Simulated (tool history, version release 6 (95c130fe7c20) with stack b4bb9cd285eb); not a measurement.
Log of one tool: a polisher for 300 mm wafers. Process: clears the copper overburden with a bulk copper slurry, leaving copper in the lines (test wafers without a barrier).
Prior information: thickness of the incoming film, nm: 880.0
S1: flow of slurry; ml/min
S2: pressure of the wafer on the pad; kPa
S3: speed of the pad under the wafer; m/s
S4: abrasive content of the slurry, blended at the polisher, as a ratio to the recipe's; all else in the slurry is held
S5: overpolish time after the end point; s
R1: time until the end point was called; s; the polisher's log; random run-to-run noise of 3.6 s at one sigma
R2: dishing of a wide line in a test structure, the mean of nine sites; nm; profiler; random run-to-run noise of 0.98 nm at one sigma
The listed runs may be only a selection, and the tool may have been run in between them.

run	hour	S1	S2	S3	S4	S5	R1	R2
1	0.0	145	11.0	1.30	1.00	23	131.87	60.573
2	0.6	145	11.0	1.30	1.00	18	135.18	53.691
3	3.4	145	11.0	1.30	0.90	18	134.05	55.322
4	5.4	145	10.3	1.28	0.90	19	146.33	52.318
5	12.4	145	9.0	1.28	0.90	19	170.56	47.391
6	19.6	145	9.0	1.28	1.00	19	163.04	44.864
7	25.3	145	8.3	1.26	0.95	20	184.51	45.465
8	29.8	145	7.6	1.26	0.95	21	205.90	45.031
9	34.0	140	6.2	1.26	0.95	22	243.03	39.861

Run 10 is up next; what results do you expect?
10	37.1	135	6.2	1.26	0.95	24	?	?

R1: 249.65 s
R2: 39.100 nm

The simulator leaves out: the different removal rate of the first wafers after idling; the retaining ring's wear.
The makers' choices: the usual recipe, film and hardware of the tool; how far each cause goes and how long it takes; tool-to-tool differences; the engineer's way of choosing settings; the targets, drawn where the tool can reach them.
